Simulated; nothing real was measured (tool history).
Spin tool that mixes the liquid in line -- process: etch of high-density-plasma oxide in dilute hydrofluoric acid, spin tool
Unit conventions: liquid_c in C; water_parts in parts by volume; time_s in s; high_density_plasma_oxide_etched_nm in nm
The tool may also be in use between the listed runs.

| run | hour | liquid_c | water_parts | time_s | high_density_plasma_oxide_etched_nm |
|---|---|---|---|---|---|
| 1 | 0 | 20 | 135 | 275 | 16.492 |
| 2 | 4.4 | 20 | 135 | 275 | 16.39 |
| 3 | 10.1 | 20 | 165 | 275 | 12.848 |
| 4 | 16 | 20 | 140 | 275 | 15.634 |
| 5 | 25 | 20 | 140 | 275 | 15.726 |
| 6 | 26.1 | 19 | 145 | 275 | 14.486 |
| 7 | 30 | 19 | 145 | 275 | 14.542 |
|  | 37.6 | hydrofluoric acid flow meter replaced |
| 8 | 37.6 | 18.5 | 150 | 275 | 14.723 |

For run 9, what comes out?
| 9 | 39 | 18.5 | 155 | 275 | ? |

{"run 9": {"high_density_plasma_oxide_etched_nm": 14.339}}
